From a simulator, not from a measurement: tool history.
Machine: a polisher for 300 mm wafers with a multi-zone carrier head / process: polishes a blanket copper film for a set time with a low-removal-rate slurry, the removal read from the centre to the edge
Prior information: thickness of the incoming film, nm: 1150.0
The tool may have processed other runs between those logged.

run,hour,flow of slurry (ml/min),pressure of the head's centre zone,pressure of the head's middle zone,pressure of the head's edge zone,abrasive content of the slurry,polishing time (s),film removed at the wafer's centre (Å),film removed at mid-radius (Å),film removed at the wafer's edge (Å)
1,0,205,1,1,1,1,83,2895.7,2966.9,2919.6
2,2,200,0.97,1.02,0.96,0.85,79,2592.9,2743.9,2677.9
3,8.3,200,0.97,1.02,0.96,0.85,92,3006.7,3257.8,3112
4,10,200,0.97,1.02,0.96,0.85,74,2429.1,2573.8,2457.3
5,18,195,0.94,1.04,0.93,0.75,72,2248.7,2498.5,2335.7
6,19.9,195,0.91,1.04,0.93,0.75,72,2176.6,2490.7,2326.9
7,28,190,0.9,1.05,0.9,0.7,70,2057.2,2459.8,2212.7
8,33.5,185,0.9,1.05,0.88,0.65,69,2017.9,2375.5,2141.3
9,37.4,180,0.9,1.06,0.86,0.6,68,1932.5,2325,2071.5
10,39.1,175,0.91,1.07,0.85,0.55,68,1942.7,2361.2,2016.7
11,39.8,165,0.91,1.07,0.84,0.55,68,1935.8,2313.6,2036.1
12,42.8,170,0.91,1.07,0.83,0.55,67,1930.2,2293.1,1985.7

For run 13, what comes out?
13,51.5,165,0.91,1.07,0.82,0.55,67,?,?,?

film removed at the wafer's centre (Å): 1915.7
film removed at mid-radius (Å): 2226.8
film removed at the wafer's edge (Å): 1939.6
